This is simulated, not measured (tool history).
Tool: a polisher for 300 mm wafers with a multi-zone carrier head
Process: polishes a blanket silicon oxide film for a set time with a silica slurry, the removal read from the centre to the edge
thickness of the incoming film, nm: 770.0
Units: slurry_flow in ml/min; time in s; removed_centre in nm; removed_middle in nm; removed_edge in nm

run,day,slurry_flow,centre_zone,middle_zone,edge_zone,slurry_solids,time,removed_centre,removed_middle,removed_edge
1,0.000,185,1.00,1.00,1.00,1.0,48,224.77,220.52,229.57
2,0.192,185,1.00,1.00,1.00,1.1,48,231.32,233.30,238.79
3,0.412,195,1.01,1.02,1.01,1.1,48,238.86,235.30,244.51
4,0.579,200,1.01,1.04,1.00,1.1,48,240.14,245.93,247.70
5,0.812,210,1.01,1.05,0.99,1.1,48,240.58,246.55,250.05
6,1.008,165,1.01,1.05,0.99,1.1,48,232.38,236.39,235.13
7,1.175,175,1.01,1.07,0.99,1.1,48,236.59,243.79,238.22
8,1.375,185,1.01,1.09,0.99,1.1,48,234.99,242.88,240.84
9,1.571,195,1.01,1.10,0.98,1.1,48,237.81,250.67,244.34

The next listed run, before its measurement:
10,1.800,205,1.01,1.11,0.97,1.1,48,?,?,?

{"run 10": {"removed_centre": 241.07, "removed_middle": 251.95, "removed_edge": 239.68}}
